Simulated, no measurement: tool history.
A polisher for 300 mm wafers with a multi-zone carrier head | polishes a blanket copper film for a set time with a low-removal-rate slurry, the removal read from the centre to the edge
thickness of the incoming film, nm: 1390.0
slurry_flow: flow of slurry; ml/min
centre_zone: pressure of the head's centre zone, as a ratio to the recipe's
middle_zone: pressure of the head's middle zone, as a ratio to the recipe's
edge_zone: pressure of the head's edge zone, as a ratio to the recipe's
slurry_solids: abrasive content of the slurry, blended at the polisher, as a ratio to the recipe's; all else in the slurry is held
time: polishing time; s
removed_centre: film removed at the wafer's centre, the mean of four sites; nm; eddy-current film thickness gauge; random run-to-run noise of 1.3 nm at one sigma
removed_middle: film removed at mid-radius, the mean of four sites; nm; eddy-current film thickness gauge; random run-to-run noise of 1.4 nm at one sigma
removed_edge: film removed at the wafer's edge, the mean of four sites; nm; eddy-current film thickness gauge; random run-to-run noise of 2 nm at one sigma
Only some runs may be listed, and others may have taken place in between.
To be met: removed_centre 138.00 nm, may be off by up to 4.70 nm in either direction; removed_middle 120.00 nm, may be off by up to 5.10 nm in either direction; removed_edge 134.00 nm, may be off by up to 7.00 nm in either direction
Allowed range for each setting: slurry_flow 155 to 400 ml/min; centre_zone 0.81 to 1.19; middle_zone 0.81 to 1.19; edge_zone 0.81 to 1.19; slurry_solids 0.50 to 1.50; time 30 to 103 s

run,hour,slurry_flow,centre_zone,middle_zone,edge_zone,slurry_solids,time,removed_centre,removed_middle,removed_edge
1,0.0,255,1.00,1.00,1.00,1.00,66,204.83,199.02,203.59
2,8.7,255,1.00,1.00,1.00,1.00,80,245.80,249.40,246.66
3,12.7,255,1.00,1.00,0.97,1.00,80,247.85,242.55,238.92
4,20.9,250,0.97,0.97,0.94,0.90,74,211.94,216.91,216.69
5,22.8,250,0.97,0.97,0.94,0.90,58,166.89,166.95,170.05
6,26.9,250,0.97,0.97,0.94,0.90,74,217.40,217.97,214.08
7,32.7,245,0.98,0.94,0.93,0.85,67,194.54,189.50,192.59
8,38.3,245,0.99,0.92,0.93,0.80,62,176.83,170.65,179.07
9,46.2,245,1.01,0.90,0.92,0.75,58,167.54,154.58,156.67
10,53.7,240,1.01,0.88,0.93,0.70,56,159.33,142.90,156.04
11,59.2,240,1.01,0.87,0.92,0.65,55,155.70,135.40,148.04
12,63.1,220,0.92,0.81,0.87,0.50,54,131.71,120.51,137.43
13,71.5,225,0.93,0.81,0.87,0.50,54,132.07,119.78,136.22

Below are 5 possible settings for the next run. Only one of them brings all results inside the allowed miss of their targets. Which is it?
A,79.9,190,1.02,0.93,0.83,0.50,56,?,?,?
B,79.9,175,0.97,0.91,0.82,0.55,50,?,?,?
C,79.9,210,0.94,0.81,1.01,0.50,55,?,?,?
D,79.9,215,1.00,0.84,0.92,0.50,53,?,?,?
E,79.9,230,0.93,0.81,0.90,0.50,51,?,?,?

move,removed_centre,removed_middle,removed_edge
A,147.82,139.44,137.19
B,125.30,122.40,122.47
C,136.13,124.30,149.64
D,140.22,123.82,138.27
E,126.79,116.86,132.75
A: carries the result that was furthest off beyond its target, to the other side
B: misses by more than the last run did
C: meets the target for the result that was furthest off, but another lies outside its allowed miss
D: in spec on every target
E: misses by more than the last run did
The right move is D.
